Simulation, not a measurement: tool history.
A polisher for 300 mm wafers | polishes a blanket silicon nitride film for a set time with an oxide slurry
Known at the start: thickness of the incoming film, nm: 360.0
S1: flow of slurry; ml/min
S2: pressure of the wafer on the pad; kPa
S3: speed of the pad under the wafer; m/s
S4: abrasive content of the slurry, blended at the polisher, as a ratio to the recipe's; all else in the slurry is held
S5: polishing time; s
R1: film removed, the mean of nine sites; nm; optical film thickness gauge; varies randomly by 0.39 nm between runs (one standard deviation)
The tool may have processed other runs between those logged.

run,hour,S1,S2,S3,S4,S5,R1
1,0.0,290,22.1,1.32,1.0,47,37.312
2,2.9,295,23.4,1.32,1.0,47,39.664
3,10.7,295,18.6,1.32,1.0,47,31.933
4,13.9,300,20.7,1.32,1.0,47,34.818
5,16.8,300,15.9,1.32,1.0,47,27.072
6,20.9,275,15.9,1.32,1.0,47,27.281
7,22.3,275,17.9,1.32,1.0,47,30.718
8,25.0,270,20.0,1.32,1.0,47,33.939
9,30.2,270,22.1,1.32,1.0,47,37.184
10,33.9,270,23.4,1.32,1.0,47,39.387
11,39.7,270,23.4,1.32,1.0,47,39.278

Run 12, settings as shown, results not yet in. Your forecast:
12,44.7,300,29.6,1.34,1.0,47,?

R1: 50.590 nm
